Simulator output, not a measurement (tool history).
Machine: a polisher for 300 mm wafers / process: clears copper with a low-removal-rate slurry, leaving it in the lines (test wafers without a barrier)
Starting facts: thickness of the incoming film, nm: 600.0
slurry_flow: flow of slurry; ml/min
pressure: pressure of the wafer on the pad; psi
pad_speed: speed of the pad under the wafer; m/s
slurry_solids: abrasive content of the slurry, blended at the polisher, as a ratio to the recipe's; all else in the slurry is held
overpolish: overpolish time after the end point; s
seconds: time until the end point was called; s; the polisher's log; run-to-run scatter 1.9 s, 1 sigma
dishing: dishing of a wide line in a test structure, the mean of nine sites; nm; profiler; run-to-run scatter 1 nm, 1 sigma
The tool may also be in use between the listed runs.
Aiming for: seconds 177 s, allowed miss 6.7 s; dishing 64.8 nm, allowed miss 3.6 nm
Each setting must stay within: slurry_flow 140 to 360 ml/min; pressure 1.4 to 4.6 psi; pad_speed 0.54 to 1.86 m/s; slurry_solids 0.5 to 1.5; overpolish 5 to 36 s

{"run": 1, "hour": 0.0, "slurry_flow": 230, "pressure": 3, "pad_speed": 1.18, "slurry_solids": 1, "overpolish": 18, "seconds": 155.61, "dishing": 47.46}
{"run": 2, "hour": 8.6, "slurry_flow": 230, "pressure": 3, "pad_speed": 1.18, "slurry_solids": 1, "overpolish": 12, "seconds": 155.76, "dishing": 33.313}
{"run": 3, "hour": 17.0, "slurry_flow": 210, "pressure": 3, "pad_speed": 1.18, "slurry_solids": 1, "overpolish": 12, "seconds": 154.62, "dishing": 31.684}
{"run": 4, "hour": 19.0, "slurry_flow": 210, "pressure": 3, "pad_speed": 1.46, "slurry_solids": 1, "overpolish": 12, "seconds": 129.27, "dishing": 39.02}
{"run": 5, "hour": 21.6, "slurry_flow": 210, "pressure": 2.6, "pad_speed": 1.46, "slurry_solids": 1, "overpolish": 12, "seconds": 139, "dishing": 35.868}
{"run": 6, "hour": 26.4, "slurry_flow": 210, "pressure": 2.6, "pad_speed": 1.46, "slurry_solids": 1.1, "overpolish": 12, "seconds": 141.49, "dishing": 35.865}
{"run": 7, "hour": 34.6, "slurry_flow": 210, "pressure": 2.5, "pad_speed": 1.46, "slurry_solids": 1.1, "overpolish": 15, "seconds": 144.88, "dishing": 44.092}
{"run": 8, "hour": 36.8, "slurry_flow": 205, "pressure": 1.7, "pad_speed": 1.48, "slurry_solids": 1.1, "overpolish": 24, "seconds": 189.86, "dishing": 50.603}
{"run": 9, "hour": 37.9, "slurry_flow": 210, "pressure": 1.7, "pad_speed": 1.48, "slurry_solids": 1.1, "overpolish": 25, "seconds": 191.15, "dishing": 51.362}
{"run": 10, "hour": 43.8, "slurry_flow": 210, "pressure": 1.7, "pad_speed": 1.48, "slurry_solids": 1.1, "overpolish": 25, "seconds": 192.98, "dishing": 50.583}
{"run": 11, "hour": 48.3, "slurry_flow": 210, "pressure": 1.7, "pad_speed": 1.48, "slurry_solids": 1.1, "overpolish": 26, "seconds": 188.97, "dishing": 54.413}

Which single option among these 4 for the next run brings every result within its allowed miss of target? Just one does.
{"run": "A", "hour": 52.8, "slurry_flow": 235, "pressure": 2, "pad_speed": 1.42, "slurry_solids": 1, "overpolish": 36, "seconds": "?", "dishing": "?"}
{"run": "B", "hour": 52.8, "slurry_flow": 190, "pressure": 1.9, "pad_speed": 1.48, "slurry_solids": 0.8, "overpolish": 33, "seconds": "?", "dishing": "?"}
{"run": "C", "hour": 52.8, "slurry_flow": 260, "pressure": 1.8, "pad_speed": 1.46, "slurry_solids": 1.15, "overpolish": 31, "seconds": "?", "dishing": "?"}
{"run": "D", "hour": 52.8, "slurry_flow": 200, "pressure": 1.9, "pad_speed": 1.28, "slurry_solids": 1, "overpolish": 22, "seconds": "?", "dishing": "?"}

move=A seconds=180.2 dishing=70.217
move=B seconds=193.21 dishing=62.15
move=C seconds=181.83 dishing=61.78
move=D seconds=210.79 dishing=41.685
A: moves the result that the last run missed by most past its target, out the other side
B: the worst result of the last run now meets its target, but another is out of spec
C: every result within its allowed miss
D: misses by more than the last run did
The right move is C.

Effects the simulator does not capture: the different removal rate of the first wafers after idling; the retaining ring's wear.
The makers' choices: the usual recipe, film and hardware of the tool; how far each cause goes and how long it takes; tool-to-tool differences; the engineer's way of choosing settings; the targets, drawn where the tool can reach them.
